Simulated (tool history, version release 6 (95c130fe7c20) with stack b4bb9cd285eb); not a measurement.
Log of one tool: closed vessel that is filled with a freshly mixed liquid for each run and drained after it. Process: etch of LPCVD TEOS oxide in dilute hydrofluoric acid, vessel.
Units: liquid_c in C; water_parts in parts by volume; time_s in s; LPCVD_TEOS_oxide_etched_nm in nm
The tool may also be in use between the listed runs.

| run | hour | liquid_c | water_parts | time_s | LPCVD_TEOS_oxide_etched_nm |
|---|---|---|---|---|---|
| 1 | 0.0 | 24.0 | 110 | 30 | 4.3252 |
| 2 | 8.8 | 24.0 | 80 | 30 | 6.1747 |
| 3 | 15.1 | 24.0 | 100 | 30 | 4.8934 |
| 4 | 23.5 | 26.0 | 80 | 30 | 6.6927 |
| 5 | 27.3 | 28.0 | 80 | 30 | 7.2774 |
| 6 | 36.1 | 29.0 | 65 | 30 | 9.4596 |
| 7 | 42.6 | 30.0 | 60 | 30 | 10.8280 |

The next listed run, before its measurement:
| 8 | 43.6 | 30.5 | 55 | 30 | ? |

{"run 8": {"LPCVD_TEOS_oxide_etched_nm": 12.072}}
